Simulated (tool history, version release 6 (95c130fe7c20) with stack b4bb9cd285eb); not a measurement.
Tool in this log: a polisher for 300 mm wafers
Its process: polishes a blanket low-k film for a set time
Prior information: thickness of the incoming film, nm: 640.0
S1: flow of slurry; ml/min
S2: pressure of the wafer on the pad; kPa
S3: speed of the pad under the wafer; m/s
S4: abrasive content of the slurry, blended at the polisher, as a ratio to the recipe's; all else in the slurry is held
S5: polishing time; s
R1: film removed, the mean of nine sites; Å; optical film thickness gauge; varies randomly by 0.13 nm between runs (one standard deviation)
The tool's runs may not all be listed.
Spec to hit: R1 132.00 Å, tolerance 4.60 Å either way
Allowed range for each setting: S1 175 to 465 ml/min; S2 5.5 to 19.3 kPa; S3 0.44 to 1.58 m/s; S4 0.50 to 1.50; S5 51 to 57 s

run,day,S1,S2,S3,S4,S5,R1
1,0.000,295,12.4,1.00,1.00,57,226.04
2,0.312,295,12.4,1.00,1.00,57,231.68
3,0.479,295,15.2,1.00,1.00,57,273.07
4,0.579,295,13.8,0.98,1.00,57,249.92
5,0.662,295,11.0,0.98,1.00,57,198.17
6,0.779,230,11.0,0.98,1.00,57,197.21
7,0.838,230,10.3,0.98,1.00,57,179.12
8,1.158,225,9.7,0.98,1.00,57,173.70
9,1.442,225,6.2,0.96,1.00,57,111.60
10,1.538,225,6.2,0.96,1.00,57,111.08
11,1.812,225,6.9,0.96,1.00,57,123.42

Exercise: of the 5 proposed moves below, exactly one satisfies all targets within the stated allowed misses. Which move is it?
A,2.088,185,8.3,1.06,0.90,54,?
B,2.088,175,8.3,0.84,1.00,51,?
C,2.088,320,6.9,0.90,1.00,51,?
D,2.088,230,5.5,1.32,1.05,56,?
E,2.088,250,8.3,0.98,1.05,52,?

move,R1
A,132.98
B,118.91
C,109.73
D,117.88
E,139.25
A: in spec on every target
B: lands further from the targets than the last run did
C: lands further from the targets than the last run did
D: lands further from the targets than the last run did
E: moves the result that the last run missed by most past its target, out the other side
Answer: A
